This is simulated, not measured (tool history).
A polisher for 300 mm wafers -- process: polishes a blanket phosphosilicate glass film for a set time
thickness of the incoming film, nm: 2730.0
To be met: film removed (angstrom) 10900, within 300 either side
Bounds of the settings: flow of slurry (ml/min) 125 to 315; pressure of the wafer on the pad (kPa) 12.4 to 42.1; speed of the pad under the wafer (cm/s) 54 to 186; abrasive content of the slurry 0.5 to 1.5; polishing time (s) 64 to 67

run,hour,flow of slurry (ml/min),pressure of the wafer on the pad (kPa),speed of the pad under the wafer (cm/s),abrasive content of the slurry,polishing time (s),film removed (angstrom)
1,0,205,26.9,118,1,64,8780.3
2,5.5,205,26.9,118,1,64,8838.6
3,6.4,210,28.3,118,1,64,9331.4
4,9.2,215,29,118,1,64,9657.8
5,16.4,215,29,96,1,64,8434.2
6,20.7,215,24.8,96,1,64,7275.5
7,24,225,27.6,96,1,64,8106
8,29.8,225,27.6,96,1,64,8174.3
9,37.8,245,35.2,98,1,64,10500

Which single option among these 5 for the next run brings every result within its allowed miss of target? Just one does.
A,45.8,260,36.5,88,1.1,64,?
B,45.8,260,33.8,92,1,64,?
C,45.8,200,31.7,114,1,64,?
D,45.8,225,33.1,102,1,64,?
E,45.8,265,31,122,0.95,64,?

move,film removed (angstrom)
A,10777
B,9746.5
C,10105
D,9990.7
E,10312
A: hits every target within its allowed miss
B: moves away from the targets compared with the last run
C: moves away from the targets compared with the last run
D: moves away from the targets compared with the last run
E: moves away from the targets compared with the last run
Correct choice: A, which meets every target

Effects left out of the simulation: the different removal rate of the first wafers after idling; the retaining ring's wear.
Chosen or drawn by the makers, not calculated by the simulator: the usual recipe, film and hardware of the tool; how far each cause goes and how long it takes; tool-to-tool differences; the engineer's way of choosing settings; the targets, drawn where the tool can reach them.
